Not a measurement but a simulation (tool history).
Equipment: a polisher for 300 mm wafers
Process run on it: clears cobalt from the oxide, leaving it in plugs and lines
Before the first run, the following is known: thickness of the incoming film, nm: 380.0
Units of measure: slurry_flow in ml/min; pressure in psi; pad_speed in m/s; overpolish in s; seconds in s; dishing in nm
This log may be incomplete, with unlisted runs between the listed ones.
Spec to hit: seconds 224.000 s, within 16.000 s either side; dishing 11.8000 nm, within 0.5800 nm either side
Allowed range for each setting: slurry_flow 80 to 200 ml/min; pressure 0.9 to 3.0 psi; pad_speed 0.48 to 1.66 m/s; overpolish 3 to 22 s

Run 1, hour 0.0: slurry_flow 130 ml/min, pressure 1.9 psi, pad_speed 1.06 m/s, overpolish 11 s. Result: seconds 90.321 s, dishing 32.7930 nm.
Run 2, hour 1.6: slurry_flow 130 ml/min, pressure 1.9 psi, pad_speed 1.06 m/s, overpolish 9 s. Result: seconds 90.779 s, dishing 29.1070 nm.
Run 3, hour 5.6: slurry_flow 130 ml/min, pressure 1.9 psi, pad_speed 1.06 m/s, overpolish 4 s. Result: seconds 91.251 s, dishing 15.7730 nm.
Run 4, hour 9.8: slurry_flow 130 ml/min, pressure 2.2 psi, pad_speed 1.06 m/s, overpolish 4 s. Result: seconds 79.426 s, dishing 17.6970 nm.
Run 5, hour 14.0: slurry_flow 105 ml/min, pressure 2.2 psi, pad_speed 1.06 m/s, overpolish 4 s. Result: seconds 87.151 s, dishing 16.9720 nm.
Run 6, hour 17.5: slurry_flow 105 ml/min, pressure 1.7 psi, pad_speed 1.06 m/s, overpolish 4 s. Result: seconds 104.610 s, dishing 14.1180 nm.
Run 7, hour 20.6: slurry_flow 100 ml/min, pressure 1.6 psi, pad_speed 1.00 m/s, overpolish 4 s. Result: seconds 115.500 s, dishing 12.9310 nm.
Run 8, hour 25.8: slurry_flow 100 ml/min, pressure 1.5 psi, pad_speed 0.94 m/s, overpolish 5 s. Result: seconds 134.790 s, dishing 13.9220 nm.
Run 9, hour 27.5: slurry_flow 95 ml/min, pressure 0.9 psi, pad_speed 0.78 m/s, overpolish 4 s. Result: seconds 245.770 s, dishing 6.6023 nm.
Run 10, hour 34.0: slurry_flow 95 ml/min, pressure 0.9 psi, pad_speed 0.78 m/s, overpolish 5 s. Result: seconds 231.620 s, dishing 8.0341 nm.
Run 11, hour 36.3: slurry_flow 95 ml/min, pressure 0.9 psi, pad_speed 0.78 m/s, overpolish 5 s. Result: seconds 230.990 s, dishing 8.0943 nm.

5 next moves are on the table. One of them brings every result within its allowed miss. Which?
Run A, hour 38.6: slurry_flow 90 ml/min, pressure 1.0 psi, pad_speed 0.80 m/s, overpolish 8 s. Result: seconds ?, dishing ?.
Run B, hour 38.6: slurry_flow 80 ml/min, pressure 0.9 psi, pad_speed 0.78 m/s, overpolish 8 s. Result: seconds ?, dishing ?.
Run C, hour 38.6: slurry_flow 100 ml/min, pressure 0.9 psi, pad_speed 0.72 m/s, overpolish 9 s. Result: seconds ?, dishing ?.
Run D, hour 38.6: slurry_flow 105 ml/min, pressure 1.2 psi, pad_speed 0.66 m/s, overpolish 7 s. Result: seconds ?, dishing ?.
Run E, hour 38.6: slurry_flow 120 ml/min, pressure 1.0 psi, pad_speed 0.72 m/s, overpolish 6 s. Result: seconds ?, dishing ?.

move  seconds  dishing
   A  216.820  13.7280
   B  250.640  12.1060
   C  251.230  13.3950
   D  215.920  12.2700
   E  221.200  10.4770
A: pushes the last run's worst result past its target
B: gets the furthest-off result to its target, but another result is out of tolerance
C: pushes the last run's worst result past its target
D: all results land within tolerance of their targets
E: closer than the last run, but not yet in spec
Answer: D
